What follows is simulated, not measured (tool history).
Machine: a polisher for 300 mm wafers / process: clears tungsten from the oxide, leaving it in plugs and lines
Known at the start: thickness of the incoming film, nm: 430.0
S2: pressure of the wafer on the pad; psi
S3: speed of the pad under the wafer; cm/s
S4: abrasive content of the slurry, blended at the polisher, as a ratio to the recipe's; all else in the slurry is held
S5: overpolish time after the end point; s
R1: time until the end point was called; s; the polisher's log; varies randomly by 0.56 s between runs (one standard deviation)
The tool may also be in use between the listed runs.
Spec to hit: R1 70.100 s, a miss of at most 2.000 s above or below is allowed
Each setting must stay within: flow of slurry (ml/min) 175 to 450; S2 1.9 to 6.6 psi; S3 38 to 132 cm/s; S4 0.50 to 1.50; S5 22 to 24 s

run 1 day=0.000 | flow_of_slurry_(ml/min)=290 S2=4.2 S3=84 S4=1.00 S5=22 | R1=94.156
run 2 day=0.154 | flow_of_slurry_(ml/min)=290 S2=4.5 S3=84 S4=1.00 S5=22 | R1=90.076
run 3 day=0.238 | flow_of_slurry_(ml/min)=290 S2=4.5 S3=76 S4=1.00 S5=22 | R1=96.803
run 4 day=0.296 | flow_of_slurry_(ml/min)=290 S2=4.5 S3=76 S4=1.00 S5=22 | R1=98.259
run 5 day=0.367 | flow_of_slurry_(ml/min)=290 S2=4.5 S3=56 S4=1.00 S5=22 | R1=127.400
run 6 day=0.600 | flow_of_slurry_(ml/min)=290 S2=5.1 S3=58 S4=1.00 S5=22 | R1=110.980
run 7 day=0.779 | flow_of_slurry_(ml/min)=290 S2=5.5 S3=62 S4=1.00 S5=22 | R1=97.618
run 8 day=0.962 | flow_of_slurry_(ml/min)=295 S2=6.6 S3=70 S4=1.00 S5=22 | R1=74.705
run 9 day=1.038 | flow_of_slurry_(ml/min)=295 S2=6.6 S3=72 S4=1.00 S5=22 | R1=72.616

Of the 5 settings listed for the next run, only one would bring every result within its allowed miss of target. Which one?
run A day=1.112 | flow_of_slurry_(ml/min)=300 S2=6.3 S3=72 S4=0.95 S5=22 | R1=?
run B day=1.112 | flow_of_slurry_(ml/min)=360 S2=6.4 S3=70 S4=1.25 S5=24 | R1=?
run C day=1.112 | flow_of_slurry_(ml/min)=345 S2=6.6 S3=66 S4=1.00 S5=22 | R1=?
run D day=1.112 | flow_of_slurry_(ml/min)=230 S2=6.6 S3=70 S4=1.00 S5=22 | R1=?
run E day=1.112 | flow_of_slurry_(ml/min)=260 S2=6.0 S3=74 S4=1.10 S5=22 | R1=?

move=A R1=77.660
move=B R1=70.942
move=C R1=78.271
move=D R1=76.930
move=E R1=76.475
A: further off than the last run
B: each result inside its tolerance
C: further off than the last run
D: further off than the last run
E: further off than the last run
Move B is the one to make.

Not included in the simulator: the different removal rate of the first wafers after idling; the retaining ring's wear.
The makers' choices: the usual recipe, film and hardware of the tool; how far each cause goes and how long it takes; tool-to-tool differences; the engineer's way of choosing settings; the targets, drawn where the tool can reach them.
